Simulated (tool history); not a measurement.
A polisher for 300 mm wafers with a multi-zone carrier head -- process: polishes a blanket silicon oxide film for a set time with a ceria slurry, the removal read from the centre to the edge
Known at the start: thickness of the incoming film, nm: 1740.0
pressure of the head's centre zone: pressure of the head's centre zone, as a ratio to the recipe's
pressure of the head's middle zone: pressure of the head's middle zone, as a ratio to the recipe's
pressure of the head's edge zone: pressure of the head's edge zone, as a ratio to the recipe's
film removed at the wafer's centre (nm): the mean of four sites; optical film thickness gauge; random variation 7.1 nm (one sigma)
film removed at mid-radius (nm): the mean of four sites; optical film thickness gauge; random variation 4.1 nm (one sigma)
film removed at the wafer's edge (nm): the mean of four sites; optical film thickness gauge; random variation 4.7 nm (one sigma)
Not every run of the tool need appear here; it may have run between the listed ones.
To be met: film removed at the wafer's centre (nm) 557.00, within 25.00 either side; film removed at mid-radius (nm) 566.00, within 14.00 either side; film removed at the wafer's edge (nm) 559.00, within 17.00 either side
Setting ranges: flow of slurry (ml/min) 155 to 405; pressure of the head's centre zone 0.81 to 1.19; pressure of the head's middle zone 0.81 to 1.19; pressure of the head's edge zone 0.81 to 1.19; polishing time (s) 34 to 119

run,hour,flow of slurry (ml/min),pressure of the head's centre zone,pressure of the head's middle zone,pressure of the head's edge zone,polishing time (s),film removed at the wafer's centre (nm),film removed at mid-radius (nm),film removed at the wafer's edge (nm)
1,0.0,260,1.00,1.00,1.00,76,371.37,381.35,380.71
2,1.0,270,1.02,1.02,1.04,82,414.96,420.85,417.70
3,7.1,270,1.05,1.02,1.04,82,426.29,419.32,419.21
4,16.0,275,1.05,1.04,1.07,87,447.73,457.37,450.68
5,19.8,280,1.06,1.05,1.09,90,465.31,471.67,465.30
6,24.6,280,1.06,1.08,1.09,90,484.34,486.35,467.17
7,27.3,280,1.06,1.08,1.11,93,478.65,504.24,489.62
8,35.0,285,1.07,1.08,1.12,95,506.58,519.08,504.44
9,42.0,290,1.08,1.08,1.13,96,515.15,520.17,512.17
10,45.6,295,1.08,1.09,1.14,97,518.56,535.16,524.82
11,47.4,305,1.09,1.10,1.15,98,540.06,538.28,530.79

Which single option among these 4 for the next run brings every result within its allowed miss of target? Just one does.
A,49.2,370,1.16,1.03,1.11,94,?,?,?
B,49.2,320,1.11,1.15,1.01,92,?,?,?
C,49.2,335,1.09,1.16,1.08,92,?,?,?
D,49.2,320,1.11,1.10,1.18,102,?,?,?

move,film removed at the wafer's centre (nm),film removed at mid-radius (nm),film removed at the wafer's edge (nm)
A,548.70,497.51,503.73
B,509.67,528.89,465.39
C,503.59,534.95,482.42
D,564.87,564.27,558.44
A: the biggest miss grows against the last run
B: the biggest miss grows against the last run
C: the biggest miss grows against the last run
D: all results in spec
Go with D: it meets all targets.
